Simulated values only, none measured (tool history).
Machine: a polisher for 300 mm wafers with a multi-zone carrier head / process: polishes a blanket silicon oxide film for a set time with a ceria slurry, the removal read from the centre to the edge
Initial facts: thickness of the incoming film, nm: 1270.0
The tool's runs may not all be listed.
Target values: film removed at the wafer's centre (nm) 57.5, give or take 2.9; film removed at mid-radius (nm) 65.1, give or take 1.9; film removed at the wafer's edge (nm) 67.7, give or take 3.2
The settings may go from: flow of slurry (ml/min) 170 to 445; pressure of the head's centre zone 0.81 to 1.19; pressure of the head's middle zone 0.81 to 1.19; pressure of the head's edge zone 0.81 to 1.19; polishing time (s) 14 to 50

| run | hour | flow of slurry (ml/min) | pressure of the head's centre zone | pressure of the head's middle zone | pressure of the head's edge zone | polishing time (s) | film removed at the wafer's centre (nm) | film removed at mid-radius (nm) | film removed at the wafer's edge (nm) |
|---|---|---|---|---|---|---|---|---|---|
| 1 | 0 | 285 | 1 | 1 | 1 | 32 | 92.26 | 91.263 | 91.098 |
| 2 | 7.6 | 280 | 0.97 | 0.99 | 0.99 | 30 | 81.62 | 84.061 | 86.259 |
| 3 | 9.4 | 280 | 0.96 | 0.99 | 0.97 | 29 | 79.484 | 81.041 | 83.355 |
| 4 | 13.3 | 280 | 0.96 | 0.99 | 1.03 | 29 | 80.444 | 80.966 | 84.072 |
| 5 | 20.1 | 330 | 0.96 | 0.99 | 1.03 | 29 | 81.221 | 82.689 | 85.058 |
| 6 | 25.1 | 335 | 0.94 | 0.99 | 1.02 | 28 | 74.502 | 78.759 | 82.924 |
| 7 | 31.7 | 335 | 0.93 | 0.99 | 1.01 | 27 | 72.735 | 76.246 | 78.707 |
| 8 | 39.3 | 335 | 0.91 | 0.99 | 1 | 26 | 69.997 | 73.63 | 75.275 |
| 9 | 40.5 | 335 | 0.89 | 0.99 | 1.01 | 25 | 64.798 | 70.073 | 72.13 |
| 10 | 46.3 | 330 | 0.88 | 0.99 | 1 | 25 | 65.725 | 72.269 | 73.263 |
| 11 | 55 | 330 | 0.87 | 0.98 | 1 | 25 | 65.711 | 71.207 | 73.962 |
| 12 | 63.4 | 295 | 0.81 | 0.96 | 0.95 | 23 | 54.045 | 63.654 | 64.851 |
| 13 | 66.4 | 295 | 0.82 | 0.96 | 0.96 | 23 | 54.251 | 63.383 | 65.061 |

4 next moves are on the table. One of them brings every result within its allowed miss. Which?
| A | 69.4 | 225 | 0.81 | 0.9 | 0.95 | 24 | ? | ? | ? |
| B | 69.4 | 335 | 0.92 | 0.96 | 0.86 | 23 | ? | ? | ? |
| C | 69.4 | 320 | 0.85 | 0.98 | 1.03 | 23 | ? | ? | ? |
| D | 69.4 | 240 | 0.81 | 1.05 | 0.89 | 23 | ? | ? | ? |

| move | film removed at the wafer's centre (nm) | film removed at mid-radius (nm) | film removed at the wafer's edge (nm) |
|---|---|---|---|
| A | 53.681 | 60.683 | 64.012 |
| B | 61.636 | 64.289 | 60.672 |
| C | 56.643 | 65.136 | 65.791 |
| D | 52.025 | 66.813 | 59.81 |
A: moves away from the targets compared with the last run
B: the result that was furthest off in the last run now lies on the other side of its target
C: every result within its allowed miss
D: moves away from the targets compared with the last run
Answer: C
